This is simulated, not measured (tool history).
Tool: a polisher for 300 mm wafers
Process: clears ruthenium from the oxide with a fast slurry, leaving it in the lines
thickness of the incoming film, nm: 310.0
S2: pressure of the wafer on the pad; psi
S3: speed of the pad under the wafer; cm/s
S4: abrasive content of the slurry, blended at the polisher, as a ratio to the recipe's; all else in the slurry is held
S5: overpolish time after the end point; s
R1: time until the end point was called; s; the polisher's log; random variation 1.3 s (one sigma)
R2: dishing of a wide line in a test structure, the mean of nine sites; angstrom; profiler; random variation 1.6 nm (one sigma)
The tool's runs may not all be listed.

Run 1, hour 0: flow of slurry (ml/min) 195, S2 2.3 psi, S3 76 cm/s, S4 1, S5 27 s. Result: R1 120.18 s, R2 468.6 angstrom.
Run 2, hour 5.6: flow of slurry (ml/min) 195, S2 2.3 psi, S3 60 cm/s, S4 1, S5 27 s. Result: R1 144.88 s, R2 412.21 angstrom.
Run 3, hour 7.2: flow of slurry (ml/min) 195, S2 2.5 psi, S3 60 cm/s, S4 1, S5 29 s. Result: R1 134.84 s, R2 479.75 angstrom.
Run 4, hour 13.8: flow of slurry (ml/min) 195, S2 2.7 psi, S3 60 cm/s, S4 1, S5 29 s. Result: R1 120.89 s, R2 461.97 angstrom.
Run 5, hour 19.1: flow of slurry (ml/min) 195, S2 2.8 psi, S3 60 cm/s, S4 1, S5 31 s. Result: R1 117.18 s, R2 502.49 angstrom.
Run 6, hour 20.4: flow of slurry (ml/min) 195, S2 2.8 psi, S3 60 cm/s, S4 1, S5 41 s. Result: R1 119.33 s, R2 582.91 angstrom.
Run 7, hour 22.4: flow of slurry (ml/min) 195, S2 2.9 psi, S3 60 cm/s, S4 1, S5 41 s. Result: R1 118.91 s, R2 632.36 angstrom.

Forecast run 8:
Run 8, hour 24.3: flow of slurry (ml/min) 195, S2 3 psi, S3 60 cm/s, S4 1, S5 40 s. Result: R1 ?, R2 ?.

Run 8 gave R1 110.42 s, R2 605.34 angstrom.
